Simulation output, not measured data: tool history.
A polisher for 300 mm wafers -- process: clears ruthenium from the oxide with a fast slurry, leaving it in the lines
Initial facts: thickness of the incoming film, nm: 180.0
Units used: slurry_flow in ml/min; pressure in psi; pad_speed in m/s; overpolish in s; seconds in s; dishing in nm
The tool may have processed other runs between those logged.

run  hour  slurry_flow  pressure  pad_speed  slurry_solids  overpolish  seconds  dishing
  1   0.0          150       3.0       1.00            1.0          24   34.420   92.452
  2   8.6          150       3.0       1.14            1.0          24   32.393   99.861
  3  11.5          150       3.4       1.14            1.0          22   28.946  104.890
  4  19.8          150       3.7       1.18            1.0          19   25.225   94.626
  5  27.1          180       3.7       1.18            1.0          19   24.401   97.073
  6  33.1          180       3.9       1.20            1.0          19   22.481  105.300
  7  38.6          180       4.0       1.20            1.0          19   22.034  106.610
  8  41.7          180       4.1       1.20            1.0          19   22.075  110.780

What does the tool deliver on the next run?
  9  49.3          180       4.2       1.22            1.0          18        ?        ?

seconds: 21.354 s
dishing: 108.990 nm
